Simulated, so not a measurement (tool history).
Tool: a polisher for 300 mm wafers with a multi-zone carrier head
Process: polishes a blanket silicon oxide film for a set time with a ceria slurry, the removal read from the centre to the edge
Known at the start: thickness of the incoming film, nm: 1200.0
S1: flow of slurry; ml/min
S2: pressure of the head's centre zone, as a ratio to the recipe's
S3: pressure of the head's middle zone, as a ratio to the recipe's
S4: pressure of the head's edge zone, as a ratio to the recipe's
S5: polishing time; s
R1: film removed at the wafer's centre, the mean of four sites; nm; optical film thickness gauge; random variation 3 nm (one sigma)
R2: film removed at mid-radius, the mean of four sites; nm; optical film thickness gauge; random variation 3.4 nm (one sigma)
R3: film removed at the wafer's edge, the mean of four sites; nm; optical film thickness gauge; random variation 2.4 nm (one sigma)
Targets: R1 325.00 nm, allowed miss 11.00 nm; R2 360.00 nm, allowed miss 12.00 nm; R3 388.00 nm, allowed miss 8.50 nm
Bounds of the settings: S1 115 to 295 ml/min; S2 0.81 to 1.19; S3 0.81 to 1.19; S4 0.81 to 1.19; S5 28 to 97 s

run	hour	S1	S2	S3	S4	S5	R1	R2	R3
1	0.0	190	1.00	1.00	1.00	62	399.10	398.37	393.17
2	5.2	190	1.05	1.00	1.00	62	416.48	396.12	395.58
3	12.3	215	1.05	1.00	1.00	62	422.82	397.98	398.04
4	18.2	245	1.05	1.00	1.00	62	427.93	411.98	402.64
5	23.5	235	1.01	0.98	1.01	62	410.11	406.77	399.82
6	24.9	225	0.98	0.96	1.03	62	402.40	393.15	404.27
7	28.3	225	0.98	0.96	1.03	62	400.29	395.42	405.31
8	37.0	215	0.95	0.95	1.03	62	385.92	389.23	404.32
9	44.0	210	0.93	0.94	1.03	62	377.53	389.47	404.30
10	51.8	205	0.91	0.93	1.03	62	366.32	384.03	403.28
11	54.3	200	0.90	0.92	1.02	62	369.57	377.79	397.13
12	59.3	195	0.88	0.92	1.02	62	356.73	371.35	399.75
13	66.8	190	0.87	0.92	1.02	62	353.51	375.55	400.00
14	70.4	185	0.86	0.92	1.02	62	349.49	374.57	395.12
15	73.3	180	0.85	0.92	1.02	62	341.72	364.10	388.72
16	74.6	165	0.81	0.93	1.05	62	320.59	368.85	394.11

4 next moves are on the table. One of them brings every result within its allowed miss. Which?
A	75.9	125	0.85	0.90	1.12	64	?	?	?
B	75.9	150	0.83	0.86	1.17	60	?	?	?
C	75.9	135	0.84	0.93	1.03	62	?	?	?
D	75.9	120	0.81	0.95	1.08	62	?	?	?

move	R1	R2	R3
A	334.91	364.72	408.51
B	318.03	340.24	400.29
C	325.96	367.15	382.87
D	308.89	365.86	386.35
A: brings the result that was furthest off to its target, and leaves another outside
B: takes the result that was furthest off past its target
C: meets every target
D: brings the result that was furthest off to its target, and leaves another outside
The right move is C.
